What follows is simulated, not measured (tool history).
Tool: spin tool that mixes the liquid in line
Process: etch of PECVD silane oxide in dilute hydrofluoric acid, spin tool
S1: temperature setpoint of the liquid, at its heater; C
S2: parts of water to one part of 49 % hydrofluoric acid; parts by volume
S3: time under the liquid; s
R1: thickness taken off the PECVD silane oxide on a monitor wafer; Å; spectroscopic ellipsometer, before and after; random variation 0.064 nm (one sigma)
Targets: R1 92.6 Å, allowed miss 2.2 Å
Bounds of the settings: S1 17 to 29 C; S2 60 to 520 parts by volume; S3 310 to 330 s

| run | hour | S1 | S2 | S3 | R1 |
|---|---|---|---|---|---|
| 1 | 0 | 21 | 290 | 310 | 137.16 |
| 2 | 8 | 18.5 | 290 | 310 | 125.31 |
| 3 | 17 | 18 | 310 | 310 | 112.85 |
| 4 | 19.9 | 18 | 260 | 310 | 140.53 |
| 5 | 26.1 | 17.5 | 290 | 310 | 120.33 |
| 6 | 31 | 17.5 | 310 | 310 | 111.94 |
| 7 | 33.8 | 17.5 | 325 | 310 | 103.77 |
| 8 | 40 | 17.5 | 330 | 310 | 102.28 |
| 9 | 41.7 | 17.5 | 335 | 310 | 99.385 |
| 10 | 45.4 | 17.5 | 340 | 310 | 98.065 |
| 11 | 51.7 | 17.5 | 345 | 310 | 94.926 |
| 12 | 52.9 | 17.5 | 345 | 310 | 96.675 |

4 next moves are on the table. One of them brings every result within its allowed miss. Which?
| A | 54.1 | 17 | 330 | 310 | ? |
| B | 54.1 | 20.5 | 385 | 330 | ? |
| C | 54.1 | 18 | 360 | 310 | ? |
| D | 54.1 | 19.5 | 360 | 330 | ? |

| move | R1 |
|---|---|
| A | 100.7 |
| B | 99.286 |
| C | 93.334 |
| D | 104.81 |
A: further off than the last run
B: further off than the last run
C: meets every target
D: further off than the last run
The right move is C.

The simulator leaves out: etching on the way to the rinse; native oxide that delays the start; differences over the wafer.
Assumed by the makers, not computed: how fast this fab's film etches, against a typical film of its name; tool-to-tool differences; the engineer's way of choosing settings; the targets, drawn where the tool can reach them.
